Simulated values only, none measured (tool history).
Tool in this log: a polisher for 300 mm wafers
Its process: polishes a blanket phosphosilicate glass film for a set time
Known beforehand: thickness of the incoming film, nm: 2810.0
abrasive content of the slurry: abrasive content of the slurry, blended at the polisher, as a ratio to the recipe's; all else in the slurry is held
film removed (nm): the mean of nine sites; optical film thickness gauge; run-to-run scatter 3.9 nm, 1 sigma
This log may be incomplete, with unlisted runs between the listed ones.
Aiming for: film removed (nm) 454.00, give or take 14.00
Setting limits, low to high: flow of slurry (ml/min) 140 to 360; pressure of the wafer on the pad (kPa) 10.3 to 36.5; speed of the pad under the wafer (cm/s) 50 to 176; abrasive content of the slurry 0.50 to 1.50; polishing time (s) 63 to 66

run    day  flow of slurry (ml/min)  pressure of the wafer on the pad (kPa)  speed of the pad under the wafer (cm/s)  abrasive content of the slurry  polishing time (s)  film removed (nm)
  1  0.000                      230                                    23.4                                      112                            1.00                  63             564.42
  2  0.025                      230                                    22.1                                      112                            1.00                  63             530.88
  3  0.196                      230                                    22.1                                      112                            1.20                  63             576.71
  4  0.496                      185                                    22.1                                      112                            1.20                  63             561.02
  5  0.608                      185                                    20.7                                      112                            1.20                  63             523.21
  6  0.662                      180                                    20.0                                      112                            1.20                  63             503.77
  7  0.746                      175                                    19.3                                      112                            1.20                  63             481.84
  8  1.108                      170                                    19.3                                      112                            1.20                  63             483.69

5 next moves are on the table. One of them brings every result within its allowed miss. Which?
  A  1.471                      170                                    17.2                                      114                            1.30                  63                  ?
  B  1.471                      160                                    16.5                                      132                            1.25                  64                  ?
  C  1.471                      160                                    19.3                                      110                            1.30                  66                  ?
  D  1.471                      205                                    21.4                                      100                            1.25                  63                  ?
  E  1.471                      170                                    22.1                                       98                            1.20                  64                  ?

move  film removed (nm)
   A             454.58
   B             486.56
   C             510.23
   D             511.77
   E             503.87
A: meets every target
B: further off than the last run
C: further off than the last run
D: further off than the last run
E: further off than the last run
So the answer is move A, the one that meets all the targets.
